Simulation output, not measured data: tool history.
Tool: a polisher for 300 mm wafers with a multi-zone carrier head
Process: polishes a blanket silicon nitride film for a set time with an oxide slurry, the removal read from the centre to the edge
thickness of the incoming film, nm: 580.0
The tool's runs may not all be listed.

run,day,flow of slurry (ml/min),pressure of the head's centre zone,pressure of the head's middle zone,pressure of the head's edge zone,abrasive content of the slurry,polishing time (s),film removed at the wafer's centre (Å),film removed at mid-radius (Å),film removed at the wafer's edge (Å)
1,0,245,1,1,1,1,70,846.41,837.63,810.42
2,0.188,245,0.97,1,1,1,70,826.21,828.28,804.52
3,0.325,245,0.96,0.97,0.97,0.9,70,775.33,775.33,753.44
4,0.433,245,1.02,0.97,0.97,0.9,70,806.28,760.91,745.34
5,0.742,245,0.97,0.97,0.97,0.9,70,770.68,761.77,744.35
6,0.975,245,0.97,0.97,0.92,0.9,70,775.94,774.46,738.58
7,1.196,240,0.97,0.95,0.91,0.85,70,759.41,735.87,705.15
8,1.542,235,0.96,0.93,0.9,0.8,70,728.45,702.96,696.12
9,1.683,235,0.96,0.92,0.89,0.75,70,693.7,670.95,644.28
10,2.05,230,0.95,0.9,0.88,0.75,70,693.21,658.02,655.21
11,2.4,225,0.95,0.89,0.87,0.75,70,689.91,641.65,646.68
12,2.608,220,0.94,0.88,0.86,0.75,70,675.05,638.42,638.56
13,2.979,215,0.94,0.87,0.85,0.75,70,679.17,637.46,643.81
14,3.35,215,0.94,0.87,0.85,0.75,70,672.14,635.66,635.83
15,3.55,190,0.93,0.82,0.81,0.65,70,594.79,554.46,567.38
16,3.608,200,0.93,0.82,0.82,0.65,70,594.34,551.53,581.88

Forecast run 17:
17,3.717,210,0.93,0.83,0.82,0.65,70,?,?,?

Run 17 gave film removed at the wafer's centre (Å) 607.84, film removed at mid-radius (Å) 553.13, film removed at the wafer's edge (Å) 577.48.
